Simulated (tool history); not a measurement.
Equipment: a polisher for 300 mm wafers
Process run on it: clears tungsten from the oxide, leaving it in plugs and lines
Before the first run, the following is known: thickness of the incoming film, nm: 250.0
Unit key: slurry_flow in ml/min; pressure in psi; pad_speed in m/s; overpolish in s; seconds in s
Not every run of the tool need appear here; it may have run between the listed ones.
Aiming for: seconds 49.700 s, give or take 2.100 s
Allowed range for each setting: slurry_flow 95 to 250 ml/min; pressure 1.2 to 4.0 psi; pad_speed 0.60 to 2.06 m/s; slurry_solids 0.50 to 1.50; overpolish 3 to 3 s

run	hour	slurry_flow	pressure	pad_speed	slurry_solids	overpolish	seconds
1	0.0	160	2.6	1.32	1.00	3	66.624
2	8.2	160	2.8	1.32	1.00	3	61.895
3	11.0	160	2.9	1.32	1.00	3	59.886
4	14.4	120	2.9	1.32	1.00	3	64.187
5	18.2	120	2.9	1.32	0.85	3	64.889
6	21.9	130	3.0	1.32	0.85	3	62.546
7	30.5	140	3.1	1.32	0.85	3	60.028
8	32.0	145	3.2	1.32	0.85	3	59.012
9	39.5	145	3.3	1.32	0.85	3	57.898
10	40.3	145	3.4	1.32	0.85	3	55.426
11	46.3	145	3.4	1.32	0.85	3	55.353
12	52.6	150	3.5	1.32	0.85	3	55.735
13	56.4	150	3.6	1.32	0.85	3	53.013

5 next moves are on the table. One of them brings every result within its allowed miss. Which?
A	60.2	155	3.5	1.26	0.85	3	?
B	60.2	125	3.6	1.38	0.80	3	?
C	60.2	155	3.7	1.20	0.80	3	?
D	60.2	155	3.8	1.38	0.75	3	?
E	60.2	150	3.3	1.30	0.80	3	?

move	seconds
A	56.784
B	53.831
C	57.476
D	49.794
E	58.562
A: further off than the last run
B: further off than the last run
C: further off than the last run
D: all results in spec
E: further off than the last run
The move that meets every target is D.

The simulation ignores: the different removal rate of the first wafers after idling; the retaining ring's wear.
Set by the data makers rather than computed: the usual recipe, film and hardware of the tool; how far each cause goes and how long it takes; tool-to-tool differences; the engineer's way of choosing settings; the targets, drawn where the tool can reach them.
